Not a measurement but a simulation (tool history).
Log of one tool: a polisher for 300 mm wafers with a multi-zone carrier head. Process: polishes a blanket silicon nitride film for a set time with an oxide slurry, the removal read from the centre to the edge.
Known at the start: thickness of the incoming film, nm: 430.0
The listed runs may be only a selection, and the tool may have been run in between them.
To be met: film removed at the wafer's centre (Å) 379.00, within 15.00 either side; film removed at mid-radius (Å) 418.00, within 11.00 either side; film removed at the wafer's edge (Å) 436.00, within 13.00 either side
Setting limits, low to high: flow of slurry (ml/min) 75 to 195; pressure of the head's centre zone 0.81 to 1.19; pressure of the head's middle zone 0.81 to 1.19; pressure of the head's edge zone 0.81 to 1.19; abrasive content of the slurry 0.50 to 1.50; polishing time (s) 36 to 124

| run | day | flow of slurry (ml/min) | pressure of the head's centre zone | pressure of the head's middle zone | pressure of the head's edge zone | abrasive content of the slurry | polishing time (s) | film removed at the wafer's centre (Å) | film removed at mid-radius (Å) | film removed at the wafer's edge (Å) |
|---|---|---|---|---|---|---|---|---|---|---|
| 1 | 0.000 | 125 | 1.00 | 1.00 | 1.00 | 1.00 | 79 | 516.52 | 522.57 | 519.28 |
| 2 | 0.033 | 120 | 0.97 | 0.98 | 0.98 | 0.95 | 79 | 492.27 | 503.23 | 495.82 |
| 3 | 0.350 | 115 | 0.94 | 0.96 | 0.98 | 0.90 | 79 | 457.83 | 478.99 | 488.86 |
| 4 | 0.375 | 115 | 0.94 | 0.96 | 0.98 | 0.80 | 79 | 438.42 | 457.84 | 463.85 |
| 5 | 0.462 | 115 | 0.85 | 0.96 | 0.98 | 0.80 | 79 | 396.57 | 467.16 | 478.91 |
| 6 | 0.729 | 110 | 0.86 | 0.95 | 0.97 | 0.80 | 79 | 404.21 | 458.80 | 467.89 |
| 7 | 0.846 | 75 | 0.84 | 0.91 | 0.94 | 0.75 | 79 | 338.19 | 389.00 | 421.30 |
| 8 | 1.038 | 105 | 0.87 | 0.91 | 0.92 | 0.75 | 79 | 388.35 | 431.61 | 445.07 |

Next run, 4 choices. One meets every target within its allowed miss, the rest don't. Which?
| A | 1.229 | 110 | 0.96 | 0.98 | 0.88 | 0.75 | 77 | ? | ? | ? |
| B | 1.229 | 105 | 0.82 | 0.82 | 0.82 | 0.90 | 77 | ? | ? | ? |
| C | 1.229 | 105 | 0.89 | 0.87 | 0.87 | 0.80 | 79 | ? | ? | ? |
| D | 1.229 | 85 | 0.87 | 0.82 | 0.96 | 0.75 | 85 | ? | ? | ? |

| move | film removed at the wafer's centre (Å) | film removed at mid-radius (Å) | film removed at the wafer's edge (Å) |
|---|---|---|---|
| A | 413.64 | 443.98 | 419.78 |
| B | 370.27 | 419.70 | 430.10 |
| C | 396.56 | 428.26 | 435.09 |
| D | 382.02 | 411.28 | 461.62 |
A: misses by more than the last run did
B: hits every target within its allowed miss
C: brings the last run's worst result on target, with another outside its allowed miss
D: brings the last run's worst result on target, with another outside its allowed miss
The move that meets every target is B.
